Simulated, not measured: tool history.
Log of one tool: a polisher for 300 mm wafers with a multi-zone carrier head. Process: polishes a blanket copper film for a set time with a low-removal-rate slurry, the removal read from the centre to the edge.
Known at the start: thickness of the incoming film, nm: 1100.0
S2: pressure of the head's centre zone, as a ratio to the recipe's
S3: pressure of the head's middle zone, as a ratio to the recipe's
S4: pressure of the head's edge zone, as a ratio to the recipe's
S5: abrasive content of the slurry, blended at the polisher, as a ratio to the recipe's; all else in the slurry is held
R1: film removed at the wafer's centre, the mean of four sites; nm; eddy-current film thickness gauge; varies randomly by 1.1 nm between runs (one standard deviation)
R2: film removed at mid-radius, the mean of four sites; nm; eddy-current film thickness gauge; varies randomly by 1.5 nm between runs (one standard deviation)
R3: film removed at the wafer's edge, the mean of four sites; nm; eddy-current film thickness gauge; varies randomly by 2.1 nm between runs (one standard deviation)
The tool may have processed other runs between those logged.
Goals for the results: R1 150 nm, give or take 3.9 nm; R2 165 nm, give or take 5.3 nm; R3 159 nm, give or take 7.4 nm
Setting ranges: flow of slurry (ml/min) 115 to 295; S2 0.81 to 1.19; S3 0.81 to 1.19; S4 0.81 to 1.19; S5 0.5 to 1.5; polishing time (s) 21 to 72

run 1 hour=0 | flow_of_slurry_(ml/min)=190 S2=1 S3=1 S4=1 S5=1 polishing_time_(s)=46 | R1=105.67 R2=108.13 R3=106.9
run 2 hour=8.2 | flow_of_slurry_(ml/min)=190 S2=1 S3=1 S4=1 S5=1.05 polishing_time_(s)=46 | R1=107.76 R2=111.96 R3=107.67
run 3 hour=13.8 | flow_of_slurry_(ml/min)=190 S2=1 S3=1 S4=1.02 S5=1.1 polishing_time_(s)=47 | R1=111.91 R2=114.24 R3=114.96
run 4 hour=22.5 | flow_of_slurry_(ml/min)=150 S2=1 S3=1 S4=1.02 S5=1.1 polishing_time_(s)=47 | R1=108.06 R2=111.12 R3=111.64
run 5 hour=23.7 | flow_of_slurry_(ml/min)=150 S2=1 S3=0.94 S4=1.02 S5=1.1 polishing_time_(s)=47 | R1=107.99 R2=107.7 R3=111.29
run 6 hour=25.6 | flow_of_slurry_(ml/min)=155 S2=1 S3=0.97 S4=1.03 S5=1.15 polishing_time_(s)=48 | R1=111.54 R2=113.07 R3=116.16
run 7 hour=26.6 | flow_of_slurry_(ml/min)=160 S2=1 S3=0.99 S4=1.04 S5=1.2 polishing_time_(s)=49 | R1=117.03 R2=117.74 R3=123.94
run 8 hour=32 | flow_of_slurry_(ml/min)=210 S2=0.99 S3=1.09 S4=0.97 S5=1.45 polishing_time_(s)=55 | R1=140.48 R2=153.19 R3=142.63
run 9 hour=40.6 | flow_of_slurry_(ml/min)=215 S2=0.99 S3=1.09 S4=0.98 S5=1.45 polishing_time_(s)=55 | R1=140.79 R2=154.6 R3=139.48

Next run, 4 choices. One meets every target within its allowed miss, the rest don't. Which?
run A hour=49.2 | flow_of_slurry_(ml/min)=225 S2=0.93 S3=1.15 S4=0.99 S5=1.3 polishing_time_(s)=58 | R1=? R2=? R3=?
run B hour=49.2 | flow_of_slurry_(ml/min)=245 S2=0.94 S3=1.02 S4=0.96 S5=1.35 polishing_time_(s)=62 | R1=? R2=? R3=?
run C hour=49.2 | flow_of_slurry_(ml/min)=160 S2=1.09 S3=1.12 S4=1.08 S5=1.5 polishing_time_(s)=54 | R1=? R2=? R3=?
run D hour=49.2 | flow_of_slurry_(ml/min)=215 S2=1.07 S3=1.03 S4=0.93 S5=1.5 polishing_time_(s)=56 | R1=? R2=? R3=?

move=A R1=135.98 R2=166.01 R3=145.97
move=B R1=149.63 R2=166.87 R3=156.54
move=C R1=148.65 R2=153.32 R3=144.58
move=D R1=155.97 R2=154.53 R3=142.4
A: misses by more than the last run did
B: all results land within tolerance of their targets
C: nearer than the last run, and not there yet
D: nearer than the last run, and not there yet
Answer: B

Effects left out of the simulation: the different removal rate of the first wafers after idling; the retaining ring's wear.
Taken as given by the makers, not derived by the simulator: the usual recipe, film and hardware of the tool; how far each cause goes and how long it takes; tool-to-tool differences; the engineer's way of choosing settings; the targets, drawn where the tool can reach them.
